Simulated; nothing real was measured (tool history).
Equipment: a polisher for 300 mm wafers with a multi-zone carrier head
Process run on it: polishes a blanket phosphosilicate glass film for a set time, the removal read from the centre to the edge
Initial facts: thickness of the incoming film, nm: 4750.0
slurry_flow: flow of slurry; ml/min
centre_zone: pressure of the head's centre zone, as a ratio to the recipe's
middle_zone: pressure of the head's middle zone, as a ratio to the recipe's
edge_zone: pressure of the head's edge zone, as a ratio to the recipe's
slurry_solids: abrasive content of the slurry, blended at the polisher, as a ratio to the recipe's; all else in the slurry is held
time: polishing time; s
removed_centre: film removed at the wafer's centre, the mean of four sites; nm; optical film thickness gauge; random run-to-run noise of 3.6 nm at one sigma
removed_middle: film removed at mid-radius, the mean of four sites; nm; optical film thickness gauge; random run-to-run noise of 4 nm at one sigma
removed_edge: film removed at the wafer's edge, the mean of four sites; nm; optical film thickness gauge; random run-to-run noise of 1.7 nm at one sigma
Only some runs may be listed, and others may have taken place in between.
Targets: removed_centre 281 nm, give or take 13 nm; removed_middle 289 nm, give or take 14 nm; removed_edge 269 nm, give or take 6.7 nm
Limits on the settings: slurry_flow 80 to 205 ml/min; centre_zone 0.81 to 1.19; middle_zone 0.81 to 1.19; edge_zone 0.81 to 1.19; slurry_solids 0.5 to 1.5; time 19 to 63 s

| run | hour | slurry_flow | centre_zone | middle_zone | edge_zone | slurry_solids | time | removed_centre | removed_middle | removed_edge |
|---|---|---|---|---|---|---|---|---|---|---|
| 1 | 0 | 135 | 1 | 1 | 1 | 1 | 41 | 367.02 | 373.65 | 372.16 |
| 2 | 5.3 | 130 | 1 | 1 | 0.96 | 0.9 | 41 | 330.84 | 340.6 | 343.18 |
| 3 | 11.8 | 130 | 1.02 | 1.02 | 0.92 | 0.85 | 41 | 344.81 | 337.71 | 326.06 |
| 4 | 19.9 | 125 | 1.01 | 1.03 | 0.89 | 0.8 | 41 | 312.75 | 327.69 | 310.46 |
| 5 | 22.6 | 125 | 1.01 | 1.03 | 0.83 | 0.8 | 41 | 325.64 | 318.24 | 300.69 |
| 6 | 25.6 | 120 | 1.01 | 1.04 | 0.82 | 0.75 | 41 | 302.02 | 319.16 | 289.35 |
| 7 | 33 | 95 | 1.05 | 0.99 | 0.81 | 0.65 | 41 | 268.51 | 260.57 | 254.19 |
| 8 | 36.8 | 100 | 1.04 | 1 | 0.81 | 0.65 | 41 | 267.82 | 262.98 | 253.71 |
| 9 | 40.1 | 105 | 1.03 | 1.01 | 0.81 | 0.65 | 41 | 277.55 | 269.83 | 254.97 |
| 10 | 43.9 | 110 | 1.02 | 1.02 | 0.83 | 0.65 | 41 | 269.27 | 272.45 | 261.87 |

Pick the move, out of 4, that brings all results within their allowed miss; only one does.
| A | 47.7 | 120 | 1.03 | 1.06 | 0.88 | 0.65 | 41 | ? | ? | ? |
| B | 47.7 | 110 | 1.02 | 0.93 | 0.9 | 0.6 | 42 | ? | ? | ? |
| C | 47.7 | 130 | 1.04 | 1.09 | 0.81 | 0.65 | 39 | ? | ? | ? |
| D | 47.7 | 125 | 1.07 | 0.9 | 0.88 | 0.5 | 48 | ? | ? | ? |

| move | removed_centre | removed_middle | removed_edge |
|---|---|---|---|
| A | 280.63 | 279.32 | 269.28 |
| B | 263.13 | 237.67 | 259.76 |
| C | 274.46 | 276.42 | 251.61 |
| D | 281.73 | 235.12 | 260.09 |
A: each result inside its tolerance
B: lands further from the targets than the last run did
C: the furthest-off result lands on target, but another misses its tolerance
D: lands further from the targets than the last run did
Correct choice: A, which meets every target
